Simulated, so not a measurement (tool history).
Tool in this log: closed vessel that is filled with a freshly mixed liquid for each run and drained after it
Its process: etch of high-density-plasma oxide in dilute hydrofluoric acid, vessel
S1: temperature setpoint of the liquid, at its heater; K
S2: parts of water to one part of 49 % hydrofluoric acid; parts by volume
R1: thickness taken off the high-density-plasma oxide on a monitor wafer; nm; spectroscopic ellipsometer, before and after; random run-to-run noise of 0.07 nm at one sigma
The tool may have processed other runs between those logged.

run 1 day=0.000 | S1=297.15 S2=200 time_in_the_liquid_(s)=755 | R1=26.670
run 2 day=0.167 | S1=296.65 S2=200 time_in_the_liquid_(s)=755 | R1=26.172
run 3 day=0.546 | S1=296.65 S2=200 time_in_the_liquid_(s)=810 | R1=28.102
run 4 day=0.688 | S1=296.65 S2=200 time_in_the_liquid_(s)=755 | R1=26.198
run 5 day=0.954 | S1=298.65 S2=200 time_in_the_liquid_(s)=755 | R1=28.220
run 6 day=1.129 | S1=297.65 S2=200 time_in_the_liquid_(s)=755 | R1=26.947
run 7 day=1.379 | S1=297.15 S2=200 time_in_the_liquid_(s)=755 | R1=26.443
run 8 day=1.725 | S1=296.65 S2=200 time_in_the_liquid_(s)=755 | R1=26.121
run 9 day=1.992 | S1=296.15 S2=200 time_in_the_liquid_(s)=755 | R1=25.640
run 10 day=2.296 | S1=295.65 S2=200 time_in_the_liquid_(s)=755 | R1=25.219

Run 11 is up next; what results do you expect?
run 11 day=2.562 | S1=295.15 S2=205 time_in_the_liquid_(s)=755 | R1=?

{"run 11": {"R1": 24.05}}
